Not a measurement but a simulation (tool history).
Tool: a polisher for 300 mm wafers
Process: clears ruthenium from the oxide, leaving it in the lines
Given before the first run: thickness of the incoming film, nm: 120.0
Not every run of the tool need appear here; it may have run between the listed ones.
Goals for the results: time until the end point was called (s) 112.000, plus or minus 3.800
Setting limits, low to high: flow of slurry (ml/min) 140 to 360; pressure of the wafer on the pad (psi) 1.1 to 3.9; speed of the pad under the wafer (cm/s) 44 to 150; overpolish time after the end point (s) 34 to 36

| run | hour | flow of slurry (ml/min) | pressure of the wafer on the pad (psi) | speed of the pad under the wafer (cm/s) | overpolish time after the end point (s) | time until the end point was called (s) |
|---|---|---|---|---|---|---|
| 1 | 0.0 | 230 | 2.5 | 96 | 34 | 78.141 |
| 2 | 9.0 | 230 | 2.5 | 80 | 34 | 87.467 |
| 3 | 11.5 | 230 | 2.5 | 80 | 34 | 88.935 |
| 4 | 15.5 | 230 | 2.5 | 80 | 34 | 89.675 |
| 5 | 17.7 | 230 | 2.3 | 80 | 34 | 94.263 |
| 6 | 19.3 | 230 | 2.3 | 80 | 34 | 93.354 |
| 7 | 26.4 | 230 | 2.1 | 80 | 34 | 101.810 |
| 8 | 33.9 | 230 | 2.0 | 80 | 34 | 104.940 |

Next run, 5 choices. One meets every target within its allowed miss, the rest don't. Which?
| A | 41.4 | 210 | 2.1 | 86 | 36 | ? |
| B | 41.4 | 185 | 2.1 | 84 | 34 | ? |
| C | 41.4 | 220 | 2.5 | 54 | 34 | ? |
| D | 41.4 | 245 | 2.5 | 68 | 34 | ? |
| E | 41.4 | 265 | 1.8 | 90 | 34 | ? |

| move | time until the end point was called (s) |
|---|---|
| A | 98.334 |
| B | 101.760 |
| C | 112.180 |
| D | 97.507 |
| E | 103.610 |
A: lands further from the targets than the last run did
B: lands further from the targets than the last run did
C: all results land within tolerance of their targets
D: lands further from the targets than the last run did
E: lands further from the targets than the last run did
C meets every target.

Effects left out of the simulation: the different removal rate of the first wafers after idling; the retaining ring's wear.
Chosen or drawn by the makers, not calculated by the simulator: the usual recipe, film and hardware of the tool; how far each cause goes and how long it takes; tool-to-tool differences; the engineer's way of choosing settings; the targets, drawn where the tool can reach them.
